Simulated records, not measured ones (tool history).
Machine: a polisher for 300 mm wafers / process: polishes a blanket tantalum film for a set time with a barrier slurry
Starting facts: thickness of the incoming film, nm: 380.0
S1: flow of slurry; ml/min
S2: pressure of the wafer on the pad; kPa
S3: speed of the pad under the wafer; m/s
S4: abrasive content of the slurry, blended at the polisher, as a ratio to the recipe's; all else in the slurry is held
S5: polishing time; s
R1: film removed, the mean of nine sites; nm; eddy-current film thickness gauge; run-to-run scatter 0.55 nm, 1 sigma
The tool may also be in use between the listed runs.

| run | hour | S1 | S2 | S3 | S4 | S5 | R1 |
|---|---|---|---|---|---|---|---|
| 1 | 0 | 205 | 14.5 | 1.22 | 1 | 39 | 74.203 |
| 2 | 3.5 | 225 | 14.5 | 1.22 | 1 | 39 | 74.785 |
| 3 | 9.5 | 265 | 14.5 | 1.22 | 1 | 39 | 76.98 |
| 4 | 17.8 | 265 | 13.8 | 1.22 | 1 | 39 | 73.209 |
| 5 | 19.5 | 265 | 13.8 | 1.48 | 1 | 39 | 86.784 |
| 6 | 25.6 | 265 | 13.8 | 1.48 | 1.1 | 39 | 92.682 |
| 7 | 28.7 | 265 | 13.8 | 1.48 | 1.1 | 39 | 92.945 |

Forecast run 8:
| 8 | 35.8 | 265 | 13.1 | 1.46 | 1.1 | 39 | ? |

Logged for run 8: R1 86.388 nm.
